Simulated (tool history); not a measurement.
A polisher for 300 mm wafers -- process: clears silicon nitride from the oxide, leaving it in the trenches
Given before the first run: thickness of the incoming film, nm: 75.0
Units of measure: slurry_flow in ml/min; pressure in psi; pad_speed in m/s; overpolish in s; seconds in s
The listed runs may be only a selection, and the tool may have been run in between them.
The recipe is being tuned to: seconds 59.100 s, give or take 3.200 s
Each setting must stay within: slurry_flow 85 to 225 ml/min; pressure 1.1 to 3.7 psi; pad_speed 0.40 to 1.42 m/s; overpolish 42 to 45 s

run,hour,slurry_flow,pressure,pad_speed,overpolish,seconds
1,0.0,145,2.4,0.90,42,94.301
2,2.8,125,2.4,0.90,42,98.144
3,7.2,125,2.4,0.90,42,96.743
4,12.7,125,2.7,0.92,42,85.084
5,13.4,130,2.9,0.92,42,81.482
6,19.1,130,3.1,0.94,42,72.778
7,27.6,130,3.1,0.94,42,73.361
8,29.5,130,3.2,0.94,42,71.354
9,34.0,130,3.3,0.94,42,70.952
10,41.6,130,3.4,0.96,42,65.330
11,47.7,130,3.5,0.96,42,66.052

Exercise: of the 4 proposed moves below, exactly one satisfies all targets within the stated allowed misses. Which move is it?
A,53.8,90,3.7,1.10,42,?
B,53.8,175,3.7,1.06,42,?
C,53.8,115,3.6,1.16,42,?
D,53.8,130,3.4,0.94,42,?

move,seconds
A,59.083
B,52.352
C,53.576
D,67.423
A: every result lands within tolerance
B: the result that was furthest off in the last run now lies on the other side of its target
C: the result that was furthest off in the last run now lies on the other side of its target
D: misses by more than the last run did
Move A is the one to make.

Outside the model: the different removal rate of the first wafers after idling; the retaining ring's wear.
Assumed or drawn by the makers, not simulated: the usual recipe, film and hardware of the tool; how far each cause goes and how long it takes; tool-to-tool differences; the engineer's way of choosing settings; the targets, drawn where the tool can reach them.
